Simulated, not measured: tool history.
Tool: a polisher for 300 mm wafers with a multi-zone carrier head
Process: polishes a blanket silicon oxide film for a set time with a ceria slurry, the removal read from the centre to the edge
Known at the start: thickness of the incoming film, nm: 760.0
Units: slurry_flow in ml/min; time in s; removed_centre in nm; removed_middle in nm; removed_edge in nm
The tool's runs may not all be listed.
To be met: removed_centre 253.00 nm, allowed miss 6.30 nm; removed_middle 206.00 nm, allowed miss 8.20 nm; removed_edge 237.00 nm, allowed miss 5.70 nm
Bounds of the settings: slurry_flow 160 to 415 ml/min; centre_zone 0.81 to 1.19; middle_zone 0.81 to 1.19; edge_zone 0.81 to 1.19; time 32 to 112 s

| run | hour | slurry_flow | centre_zone | middle_zone | edge_zone | time | removed_centre | removed_middle | removed_edge |
|---|---|---|---|---|---|---|---|---|---|
| 1 | 0.0 | 265 | 1.00 | 1.00 | 1.00 | 72 | 338.24 | 313.51 | 322.75 |
| 2 | 2.4 | 265 | 1.00 | 1.03 | 1.00 | 72 | 333.46 | 319.51 | 320.43 |
| 3 | 4.5 | 265 | 1.00 | 1.07 | 1.00 | 72 | 337.92 | 334.53 | 323.75 |
| 4 | 6.1 | 265 | 1.00 | 1.15 | 1.00 | 72 | 337.03 | 360.22 | 321.07 |
| 5 | 8.1 | 260 | 1.00 | 1.10 | 0.98 | 69 | 321.75 | 328.31 | 304.71 |
| 6 | 15.3 | 260 | 0.92 | 1.10 | 0.98 | 69 | 300.90 | 327.68 | 303.44 |
| 7 | 19.3 | 220 | 0.97 | 1.00 | 0.88 | 52 | 233.25 | 223.34 | 214.45 |
| 8 | 22.5 | 230 | 0.98 | 0.98 | 0.90 | 52 | 234.15 | 218.41 | 219.24 |
| 9 | 31.3 | 240 | 0.99 | 0.97 | 0.91 | 52 | 238.78 | 220.79 | 220.20 |
| 10 | 37.0 | 245 | 1.00 | 0.95 | 0.93 | 52 | 240.53 | 217.62 | 224.34 |
| 11 | 38.7 | 250 | 1.01 | 0.93 | 0.94 | 52 | 239.68 | 212.54 | 228.60 |
| 12 | 39.3 | 255 | 1.02 | 0.92 | 0.94 | 52 | 247.17 | 209.60 | 224.82 |
| 13 | 41.5 | 260 | 1.02 | 0.91 | 0.95 | 52 | 246.86 | 210.01 | 223.89 |
| 14 | 49.5 | 260 | 1.02 | 0.90 | 0.97 | 52 | 247.91 | 206.91 | 228.58 |
| 15 | 58.4 | 265 | 1.02 | 0.90 | 0.98 | 52 | 246.76 | 207.61 | 233.30 |

4 next moves are on the table. One of them brings every result within its allowed miss. Which?
| A | 67.3 | 245 | 1.00 | 0.90 | 0.97 | 52 | ? | ? | ? |
| B | 67.3 | 220 | 0.97 | 0.91 | 1.00 | 53 | ? | ? | ? |
| C | 67.3 | 230 | 0.96 | 0.86 | 1.01 | 53 | ? | ? | ? |
| D | 67.3 | 160 | 1.03 | 0.86 | 0.96 | 56 | ? | ? | ? |

| move | removed_centre | removed_middle | removed_edge |
|---|---|---|---|
| A | 240.95 | 207.60 | 229.62 |
| B | 237.67 | 211.30 | 235.21 |
| C | 237.07 | 202.56 | 237.19 |
| D | 251.58 | 205.60 | 237.99 |
A: further off than the last run
B: further off than the last run
C: further off than the last run
D: meets every target
Move D is the one to make.
